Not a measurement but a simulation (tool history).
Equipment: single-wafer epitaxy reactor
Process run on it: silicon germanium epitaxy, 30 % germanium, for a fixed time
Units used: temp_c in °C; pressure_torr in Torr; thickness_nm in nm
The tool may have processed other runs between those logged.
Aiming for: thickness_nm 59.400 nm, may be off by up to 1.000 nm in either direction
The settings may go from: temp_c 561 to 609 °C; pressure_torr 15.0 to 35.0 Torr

{"run": 1, "hour": 0.0, "temp_c": 585, "pressure_torr": 25.0, "thickness_nm": 46.256}
{"run": 2, "hour": 4.9, "temp_c": 588, "pressure_torr": 25.1, "thickness_nm": 49.062}
{"run": 3, "hour": 12.0, "temp_c": 588, "pressure_torr": 23.0, "thickness_nm": 47.097}
{"run": 4, "hour": 13.3, "temp_c": 588, "pressure_torr": 25.1, "thickness_nm": 49.037}
{"run": 5, "hour": 14.7, "temp_c": 590, "pressure_torr": 25.1, "thickness_nm": 50.857}
{"run": 6, "hour": 20.1, "temp_c": 592, "pressure_torr": 25.1, "thickness_nm": 52.452}
{"run": 7, "hour": 24.9, "temp_c": 594, "pressure_torr": 25.1, "thickness_nm": 54.454}
{"run": 8, "hour": 28.8, "temp_c": 595, "pressure_torr": 25.1, "thickness_nm": 55.35}
{"run": 9, "hour": 29.9, "temp_c": 596, "pressure_torr": 25.1, "thickness_nm": 56.246}
{"run": 10, "hour": 36.4, "temp_c": 597, "pressure_torr": 25.1, "thickness_nm": 57.39}
{"run": 11, "hour": 42.7, "temp_c": 597, "pressure_torr": 25.1, "thickness_nm": 57.319}
{"run": 12, "hour": 46.3, "temp_c": 598, "pressure_torr": 25.1, "thickness_nm": 57.909}

Which of these 5 next moves meets every target?
{"run": "A", "hour": 49.9, "temp_c": 601, "pressure_torr": 23.1, "thickness_nm": "?"}
{"run": "B", "hour": 49.9, "temp_c": 593, "pressure_torr": 27.5, "thickness_nm": "?"}
{"run": "C", "hour": 49.9, "temp_c": 594, "pressure_torr": 25.8, "thickness_nm": "?"}
{"run": "D", "hour": 49.9, "temp_c": 596, "pressure_torr": 24.9, "thickness_nm": "?"}
{"run": "E", "hour": 49.9, "temp_c": 597, "pressure_torr": 22.7, "thickness_nm": "?"}

move=A thickness_nm=59.240
move=B thickness_nm=55.856
move=C thickness_nm=55.233
move=D thickness_nm=56.264
move=E thickness_nm=54.891
A: in spec on every target
B: the biggest miss grows against the last run
C: the biggest miss grows against the last run
D: the biggest miss grows against the last run
E: the biggest miss grows against the last run
Move A is the one to make.
